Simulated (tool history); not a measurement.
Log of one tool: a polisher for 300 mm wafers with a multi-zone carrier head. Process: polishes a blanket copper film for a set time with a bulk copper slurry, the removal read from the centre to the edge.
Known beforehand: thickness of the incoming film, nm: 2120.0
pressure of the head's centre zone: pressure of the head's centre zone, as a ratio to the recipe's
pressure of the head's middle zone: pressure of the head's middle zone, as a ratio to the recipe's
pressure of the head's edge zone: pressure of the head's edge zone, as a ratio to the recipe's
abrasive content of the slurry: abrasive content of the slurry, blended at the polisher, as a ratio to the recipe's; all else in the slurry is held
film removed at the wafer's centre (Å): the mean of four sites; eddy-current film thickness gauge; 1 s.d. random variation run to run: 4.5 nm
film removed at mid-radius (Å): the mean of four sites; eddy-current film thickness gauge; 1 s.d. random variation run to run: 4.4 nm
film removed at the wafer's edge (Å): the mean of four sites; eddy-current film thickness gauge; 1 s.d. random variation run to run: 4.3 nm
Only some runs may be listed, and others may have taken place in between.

run  hour  flow of slurry (ml/min)  pressure of the head's centre zone  pressure of the head's middle zone  pressure of the head's edge zone  abrasive content of the slurry  polishing time (s)  film removed at the wafer's centre (Å)  film removed at mid-radius (Å)  film removed at the wafer's edge (Å)
  1   0.0                      250                                1.00                                1.00                              1.00                            1.00                  61                                  6445.2                          6720.6                                6616.5
  2   3.2                      245                                0.97                                0.99                              0.96                            0.85                  56                                  5678.3                          5717.5                                5706.2
  3   6.9                      300                                0.97                                0.99                              0.96                            0.85                  56                                  5723.1                          5932.9                                5699.2
  4   8.9                      310                                0.93                                1.00                              0.96                            0.75                  52                                  5059.4                          5308.3                                5208.7
  5  10.5                      315                                0.90                                1.02                              0.94                            0.70                  50                                  4586.4                          5084.4                                4901.8
  6  16.1                      355                                0.90                                1.02                              0.94                            0.70                  50                                  4608.6                          5123.2                                4840.6

Run 7, settings as shown, results not yet in. Your forecast:
  7  18.4                      355                                0.88                                1.02                              0.92                            0.65                  49                                       ?                               ?                                     ?

film removed at the wafer's centre (Å): 4321.5
film removed at mid-radius (Å): 4907.3
film removed at the wafer's edge (Å): 4532.6
